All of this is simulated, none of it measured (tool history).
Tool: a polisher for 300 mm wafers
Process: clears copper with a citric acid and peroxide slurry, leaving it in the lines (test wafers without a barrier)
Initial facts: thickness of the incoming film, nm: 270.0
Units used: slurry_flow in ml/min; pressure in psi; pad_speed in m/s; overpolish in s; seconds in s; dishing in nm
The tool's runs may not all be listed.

run,hour,slurry_flow,pressure,pad_speed,slurry_solids,overpolish,seconds,dishing
1,0,125,3.6,1.08,1,8,85.798,19.443
2,4.9,110,3,0.9,0.95,9,123.81,15.671
3,7.5,100,2.6,0.78,0.9,10,172.89,12.274
4,10,100,2.6,1.04,0.9,10,132.31,16.02
5,17,100,2.6,1.04,1.1,10,124.56,16.611
6,22.4,95,2.3,0.9,1.05,11,168.26,14.293
7,23.9,90,2.1,0.82,1.05,11,197.32,11.795

What will run 8 give?
8,32.4,75,1.6,0.56,1,14,?,?

{"run 8": {"seconds": 364.84, "dishing": 8.5195}}

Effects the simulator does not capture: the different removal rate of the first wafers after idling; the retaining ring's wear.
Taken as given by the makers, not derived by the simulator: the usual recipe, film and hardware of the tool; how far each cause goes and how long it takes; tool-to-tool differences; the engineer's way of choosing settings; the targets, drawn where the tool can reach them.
